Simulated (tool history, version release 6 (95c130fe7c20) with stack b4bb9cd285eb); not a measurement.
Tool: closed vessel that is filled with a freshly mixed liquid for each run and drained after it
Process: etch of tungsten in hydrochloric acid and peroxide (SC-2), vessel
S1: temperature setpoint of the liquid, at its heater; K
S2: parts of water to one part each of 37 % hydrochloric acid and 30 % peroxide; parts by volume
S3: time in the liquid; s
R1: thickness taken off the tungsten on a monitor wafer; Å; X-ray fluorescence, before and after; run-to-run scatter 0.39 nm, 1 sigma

run 1 hour=0 | S1=334.15 S2=10 S3=105 | R1=527.98
run 2 hour=6.4 | S1=336.65 S2=9.5 S3=105 | R1=644.19
run 3 hour=8.7 | S1=339.65 S2=9.5 S3=105 | R1=773.28
run 4 hour=12.2 | S1=341.15 S2=9 S3=105 | R1=883.18
run 5 hour=21.5 | S1=342.15 S2=9 S3=105 | R1=936.8
run 6 hour=24 | S1=338.65 S2=9 S3=105 | R1=764.43
-- hour=26.8 chemicals flow meter replaced
run 7 hour=26.8 | S1=345.15 S2=8 S3=105 | R1=1327
run 8 hour=32.8 | S1=344.65 S2=8 S3=105 | R1=1281.6

Run 9 comes next. What will it give?
run 9 hour=35.1 | S1=344.65 S2=8 S3=105 | R1=?

Run 9 produced R1 1287.6 Å.
